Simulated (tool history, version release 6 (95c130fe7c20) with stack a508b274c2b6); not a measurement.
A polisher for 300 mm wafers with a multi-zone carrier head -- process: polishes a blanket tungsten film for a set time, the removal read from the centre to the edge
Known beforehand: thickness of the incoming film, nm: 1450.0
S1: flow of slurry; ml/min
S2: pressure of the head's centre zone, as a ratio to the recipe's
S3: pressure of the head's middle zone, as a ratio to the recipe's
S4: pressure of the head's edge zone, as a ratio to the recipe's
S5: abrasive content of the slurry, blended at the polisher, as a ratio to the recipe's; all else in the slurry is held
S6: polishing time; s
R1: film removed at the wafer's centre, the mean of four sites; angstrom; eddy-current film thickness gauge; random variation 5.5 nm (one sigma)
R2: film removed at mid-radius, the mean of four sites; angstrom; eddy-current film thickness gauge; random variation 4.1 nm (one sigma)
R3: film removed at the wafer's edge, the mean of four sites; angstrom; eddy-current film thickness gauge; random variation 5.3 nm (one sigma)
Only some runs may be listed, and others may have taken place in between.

{"run": 1, "hour": 0.0, "S1": 220, "S2": 1.0, "S3": 1.0, "S4": 1.0, "S5": 1.0, "S6": 88, "R1": 4137.0, "R2": 4074.0, "R3": 3924.1}
{"run": 2, "hour": 1.4, "S1": 220, "S2": 1.0, "S3": 1.0, "S4": 0.97, "S5": 1.0, "S6": 88, "R1": 4060.8, "R2": 4096.7, "R3": 3909.8}
{"run": 3, "hour": 10.4, "S1": 225, "S2": 1.0, "S3": 1.02, "S4": 0.98, "S5": 1.05, "S6": 88, "R1": 4211.2, "R2": 4240.7, "R3": 4050.5}
{"run": 4, "hour": 12.0, "S1": 265, "S2": 1.0, "S3": 1.02, "S4": 0.98, "S5": 1.05, "S6": 88, "R1": 4191.4, "R2": 4337.8, "R3": 4142.2}
{"run": 5, "hour": 20.2, "S1": 270, "S2": 1.01, "S3": 1.04, "S4": 0.98, "S5": 1.05, "S6": 88, "R1": 4200.9, "R2": 4409.8, "R3": 4139.3}
{"run": 6, "hour": 28.9, "S1": 270, "S2": 1.02, "S3": 1.06, "S4": 0.98, "S5": 1.05, "S6": 88, "R1": 4411.2, "R2": 4491.2, "R3": 4133.4}
{"run": 7, "hour": 32.6, "S1": 275, "S2": 1.02, "S3": 1.08, "S4": 0.98, "S5": 1.05, "S6": 88, "R1": 4383.3, "R2": 4626.1, "R3": 4093.2}
{"run": 8, "hour": 39.1, "S1": 280, "S2": 1.02, "S3": 1.09, "S4": 0.98, "S5": 1.05, "S6": 88, "R1": 4350.1, "R2": 4684.2, "R3": 4141.6}
{"run": 9, "hour": 47.3, "S1": 285, "S2": 1.02, "S3": 1.1, "S4": 0.98, "S5": 1.05, "S6": 88, "R1": 4343.0, "R2": 4684.2, "R3": 4123.9}
{"run": 10, "hour": 49.1, "S1": 290, "S2": 1.02, "S3": 1.11, "S4": 0.98, "S5": 1.05, "S6": 88, "R1": 4360.6, "R2": 4722.9, "R3": 4224.1}
{"run": 11, "hour": 50.3, "S1": 290, "S2": 1.02, "S3": 1.12, "S4": 0.98, "S5": 1.05, "S6": 88, "R1": 4401.3, "R2": 4748.1, "R3": 4221.3}
{"run": 12, "hour": 58.2, "S1": 290, "S2": 1.02, "S3": 1.12, "S4": 0.98, "S5": 1.05, "S6": 88, "R1": 4370.2, "R2": 4692.3, "R3": 4147.9}
{"run": 13, "hour": 61.5, "S1": 295, "S2": 1.02, "S3": 1.13, "S4": 0.98, "S5": 1.05, "S6": 88, "R1": 4356.3, "R2": 4770.4, "R3": 4077.9}
{"run": 14, "hour": 66.0, "S1": 300, "S2": 1.02, "S3": 1.14, "S4": 0.98, "S5": 1.05, "S6": 88, "R1": 4336.2, "R2": 4870.8, "R3": 4156.6}
{"run": 15, "hour": 69.6, "S1": 300, "S2": 1.02, "S3": 1.14, "S4": 0.98, "S5": 1.05, "S6": 88, "R1": 4454.3, "R2": 4783.8, "R3": 4179.7}
{"run": 16, "hour": 70.9, "S1": 300, "S2": 1.02, "S3": 1.15, "S4": 0.98, "S5": 1.05, "S6": 88, "R1": 4471.9, "R2": 4875.6, "R3": 4202.2}
{"run": 17, "hour": 75.3, "S1": 300, "S2": 1.02, "S3": 1.16, "S4": 0.98, "S5": 1.05, "S6": 88, "R1": 4467.3, "R2": 4908.6, "R3": 4065.2}
{"run": 18, "hour": 80.1, "S1": 305, "S2": 1.02, "S3": 1.16, "S4": 0.98, "S5": 1.05, "S6": 88, "R1": 4421.8, "R2": 4909.0, "R3": 4078.5}

The next listed run, before its measurement:
{"run": 19, "hour": 88.0, "S1": 315, "S2": 1.02, "S3": 1.17, "S4": 1.0, "S5": 1.1, "S6": 88, "R1": "?", "R2": "?", "R3": "?"}

{"run 19": {"R1": 4564.1, "R2": 4937.0, "R3": 4199.5}}
